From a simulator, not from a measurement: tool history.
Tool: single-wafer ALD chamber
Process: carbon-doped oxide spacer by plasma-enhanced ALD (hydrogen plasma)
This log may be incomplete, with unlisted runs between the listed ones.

run,hour,heater temperature setpoint (K),number of ALD cycles (cycles),mean film thickness on the monitor wafer (angstrom)
1,0.0,653.15,262,113.270
2,2.1,653.15,255,111.860
3,8.4,653.15,240,104.550
4,11.8,653.15,237,103.050
5,19.2,653.15,202,87.450
6,26.1,653.15,207,90.008
7,34.1,653.15,211,91.955
8,41.1,653.15,214,92.607
# hour 47.3: thermocouple changed; heater temperature recalibrated
9,47.3,653.15,217,93.818
10,52.0,653.15,219,96.066

What will run 11 give?
11,52.6,653.15,220,?

Run 11 yielded mean film thickness on the monitor wafer (angstrom) 95.662.

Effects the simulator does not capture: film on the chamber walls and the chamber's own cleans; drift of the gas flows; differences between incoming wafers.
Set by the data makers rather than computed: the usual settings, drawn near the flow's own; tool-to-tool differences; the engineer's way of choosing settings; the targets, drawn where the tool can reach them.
